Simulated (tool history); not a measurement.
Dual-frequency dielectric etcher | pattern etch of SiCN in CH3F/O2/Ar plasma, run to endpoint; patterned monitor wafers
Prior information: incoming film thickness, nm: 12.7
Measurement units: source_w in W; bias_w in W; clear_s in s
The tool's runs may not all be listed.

run 1 hour=0.0 | source_w=380 bias_w=86 | clear_s=32.801
run 2 hour=0.7 | source_w=440 bias_w=86 | clear_s=31.785
run 3 hour=9.2 | source_w=440 bias_w=72 | clear_s=35.450
run 4 hour=16.4 | source_w=430 bias_w=72 | clear_s=35.571
run 5 hour=16.9 | source_w=430 bias_w=78 | clear_s=33.956
-- hour=23.7 source power generator calibrated
run 6 hour=23.7 | source_w=430 bias_w=86 | clear_s=31.664
run 7 hour=32.0 | source_w=380 bias_w=85 | clear_s=33.046
run 8 hour=38.7 | source_w=350 bias_w=84 | clear_s=33.762

Forecast run 9:
run 9 hour=43.5 | source_w=320 bias_w=83 | clear_s=?

Run 9 yielded clear_s 34.480 s.
